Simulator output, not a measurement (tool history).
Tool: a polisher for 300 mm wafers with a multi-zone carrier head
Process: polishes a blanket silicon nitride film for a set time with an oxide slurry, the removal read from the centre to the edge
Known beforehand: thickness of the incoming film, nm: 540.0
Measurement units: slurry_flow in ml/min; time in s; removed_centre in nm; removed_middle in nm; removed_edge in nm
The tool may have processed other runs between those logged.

| run | day | slurry_flow | centre_zone | middle_zone | edge_zone | slurry_solids | time | removed_centre | removed_middle | removed_edge |
|---|---|---|---|---|---|---|---|---|---|---|
| 1 | 0 | 300 | 1 | 1 | 1 | 1 | 38 | 14.292 | 14.215 | 14.303 |
| 2 | 0.321 | 300 | 1 | 1 | 1 | 1 | 30 | 11.417 | 11.133 | 11.313 |
| 3 | 0.696 | 300 | 1.02 | 1 | 1.01 | 1.05 | 31 | 12.279 | 11.804 | 11.814 |
| 4 | 0.896 | 300 | 1.02 | 1 | 1.01 | 1.2 | 31 | 13.278 | 12.851 | 13.035 |
| 5 | 1.171 | 300 | 1.02 | 1 | 1.01 | 1.1 | 31 | 12.488 | 11.922 | 12.164 |
| 6 | 1.421 | 300 | 1.04 | 1 | 1.02 | 1.15 | 32 | 13.405 | 12.603 | 13.033 |
| 7 | 1.575 | 305 | 1.06 | 1 | 1.02 | 1.2 | 33 | 14.33 | 13.513 | 13.775 |
| 8 | 1.892 | 305 | 1.06 | 1 | 1.02 | 1.2 | 33 | 14.203 | 13.691 | 13.927 |
| 9 | 2.208 | 305 | 1.06 | 1 | 1.02 | 1.2 | 33 | 14.456 | 13.644 | 13.792 |

Expected results for the next run?
| 10 | 2.521 | 320 | 1.16 | 0.98 | 1.12 | 1.45 | 39 | ? | ? | ? |

{"run 10": {"removed_centre": 20.177, "removed_middle": 17.481, "removed_edge": 18.558}}
